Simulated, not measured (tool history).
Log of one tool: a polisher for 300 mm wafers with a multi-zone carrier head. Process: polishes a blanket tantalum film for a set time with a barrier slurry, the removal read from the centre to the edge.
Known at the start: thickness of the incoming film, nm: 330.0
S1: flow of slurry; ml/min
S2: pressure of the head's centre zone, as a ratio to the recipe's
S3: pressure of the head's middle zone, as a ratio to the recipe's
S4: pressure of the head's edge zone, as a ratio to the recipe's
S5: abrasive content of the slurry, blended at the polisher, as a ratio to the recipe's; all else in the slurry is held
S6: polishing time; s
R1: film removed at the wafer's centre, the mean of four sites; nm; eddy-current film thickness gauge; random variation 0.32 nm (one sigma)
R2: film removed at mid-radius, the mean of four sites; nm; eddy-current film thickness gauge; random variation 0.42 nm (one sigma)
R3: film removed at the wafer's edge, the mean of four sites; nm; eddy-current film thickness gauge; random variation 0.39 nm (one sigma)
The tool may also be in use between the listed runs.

Run 1, hour 0: S1 235 ml/min, S2 1, S3 1, S4 1, S5 1, S6 44 s. Result: R1 71.67 nm, R2 71.54 nm, R3 70.49 nm.
Run 2, hour 2.9: S1 235 ml/min, S2 1, S3 0.99, S4 0.96, S5 0.85, S6 38 s. Result: R1 58.249 nm, R2 56.08 nm, R3 57.249 nm.
Run 3, hour 3.8: S1 240 ml/min, S2 1.01, S3 1.02, S4 0.92, S5 0.75, S6 35 s. Result: R1 50.684 nm, R2 50.422 nm, R3 48.136 nm.
Run 4, hour 6.7: S1 240 ml/min, S2 1.07, S3 1.02, S4 0.92, S5 0.75, S6 35 s. Result: R1 54.353 nm, R2 50.241 nm, R3 49.764 nm.
Run 5, hour 9.8: S1 240 ml/min, S2 1.11, S3 1.02, S4 0.92, S5 0.75, S6 35 s. Result: R1 56.422 nm, R2 49.751 nm, R3 48.371 nm.
Run 6, hour 18.3: S1 240 ml/min, S2 1.11, S3 0.99, S4 0.92, S5 0.75, S6 35 s. Result: R1 56.052 nm, R2 49.587 nm, R3 49.503 nm.
Run 7, hour 19.7: S1 235 ml/min, S2 1.09, S3 1, S4 0.89, S5 0.7, S6 33 s. Result: R1 50.165 nm, R2 44.819 nm, R3 43.418 nm.
Run 8, hour 24.5: S1 215 ml/min, S2 1.05, S3 0.98, S4 0.87, S5 0.7, S6 33 s. Result: R1 47.389 nm, R2 45.003 nm, R3 43.064 nm.

Run 9 comes next. What will it give?
Run 9, hour 28.3: S1 215 ml/min, S2 1.04, S3 0.97, S4 0.86, S5 0.65, S6 33 s. Result: R1 ?, R2 ?, R3 ?.

{"run 9": {"R1": 45.161, "R2": 42.216, "R3": 40.556}}
